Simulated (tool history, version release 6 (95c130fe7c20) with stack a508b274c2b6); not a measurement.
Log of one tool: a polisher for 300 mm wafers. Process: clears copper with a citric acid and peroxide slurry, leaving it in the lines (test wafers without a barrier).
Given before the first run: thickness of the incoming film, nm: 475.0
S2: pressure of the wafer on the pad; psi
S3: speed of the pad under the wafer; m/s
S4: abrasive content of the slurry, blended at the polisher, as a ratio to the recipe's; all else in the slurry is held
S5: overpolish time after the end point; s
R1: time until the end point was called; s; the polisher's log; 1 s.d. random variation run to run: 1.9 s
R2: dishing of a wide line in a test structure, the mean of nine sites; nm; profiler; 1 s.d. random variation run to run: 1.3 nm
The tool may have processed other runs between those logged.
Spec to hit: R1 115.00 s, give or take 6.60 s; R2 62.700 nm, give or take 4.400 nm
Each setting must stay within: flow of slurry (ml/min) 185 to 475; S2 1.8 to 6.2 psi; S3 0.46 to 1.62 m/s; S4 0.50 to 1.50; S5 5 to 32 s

{"run": 1, "hour": 0.0, "flow of slurry (ml/min)": 305, "S2": 4.0, "S3": 1.04, "S4": 1.0, "S5": 16, "R1": 181.44, "R2": 31.43}
{"run": 2, "hour": 8.2, "flow of slurry (ml/min)": 305, "S2": 4.2, "S3": 1.04, "S4": 1.0, "S5": 17, "R1": 171.03, "R2": 34.358}
{"run": 3, "hour": 15.1, "flow of slurry (ml/min)": 305, "S2": 4.4, "S3": 1.04, "S4": 1.0, "S5": 18, "R1": 163.13, "R2": 39.406}
{"run": 4, "hour": 16.2, "flow of slurry (ml/min)": 305, "S2": 4.4, "S3": 1.04, "S4": 0.85, "S5": 18, "R1": 162.68, "R2": 38.1}
{"run": 5, "hour": 20.4, "flow of slurry (ml/min)": 335, "S2": 4.4, "S3": 1.04, "S4": 0.85, "S5": 18, "R1": 164.09, "R2": 36.582}
{"run": 6, "hour": 24.2, "flow of slurry (ml/min)": 335, "S2": 4.6, "S3": 1.04, "S4": 0.85, "S5": 18, "R1": 160.49, "R2": 37.464}
{"run": 7, "hour": 25.2, "flow of slurry (ml/min)": 330, "S2": 4.8, "S3": 1.04, "S4": 0.85, "S5": 18, "R1": 153.6, "R2": 40.444}
{"run": 8, "hour": 30.8, "flow of slurry (ml/min)": 330, "S2": 5.0, "S3": 1.04, "S4": 0.85, "S5": 18, "R1": 144.93, "R2": 41.134}
{"run": 9, "hour": 31.4, "flow of slurry (ml/min)": 330, "S2": 5.1, "S3": 1.04, "S4": 0.85, "S5": 19, "R1": 146.0, "R2": 43.555}
{"run": 10, "hour": 34.4, "flow of slurry (ml/min)": 330, "S2": 5.2, "S3": 1.06, "S4": 0.85, "S5": 19, "R1": 140.39, "R2": 45.186}
{"run": 11, "hour": 37.1, "flow of slurry (ml/min)": 330, "S2": 5.3, "S3": 1.06, "S4": 0.85, "S5": 19, "R1": 137.76, "R2": 44.574}

Next run, 5 choices. One meets every target within its allowed miss, the rest don't. Which?
{"run": "A", "hour": 39.8, "flow of slurry (ml/min)": 190, "S2": 6.2, "S3": 1.16, "S4": 1.0, "S5": 11, "R1": "?", "R2": "?"}
{"run": "B", "hour": 39.8, "flow of slurry (ml/min)": 370, "S2": 5.9, "S3": 1.14, "S4": 0.85, "S5": 25, "R1": "?", "R2": "?"}
{"run": "C", "hour": 39.8, "flow of slurry (ml/min)": 365, "S2": 5.3, "S3": 1.26, "S4": 0.85, "S5": 12, "R1": "?", "R2": "?"}
{"run": "D", "hour": 39.8, "flow of slurry (ml/min)": 335, "S2": 5.4, "S3": 1.3, "S4": 0.8, "S5": 32, "R1": "?", "R2": "?"}
{"run": "E", "hour": 39.8, "flow of slurry (ml/min)": 370, "S2": 5.0, "S3": 0.92, "S4": 0.9, "S5": 18, "R1": "?", "R2": "?"}

move=A R1=113.21 R2=34.455
move=B R1=114.97 R2=64.207
move=C R1=116.50 R2=36.081
move=D R1=113.09 R2=75.714
move=E R1=162.87 R2=38.232
A: the biggest miss grows against the last run
B: every result lands within tolerance
C: the biggest miss grows against the last run
D: carries the result that was furthest off beyond its target, to the other side
E: the biggest miss grows against the last run
So the answer is move B, the one that meets all the targets.
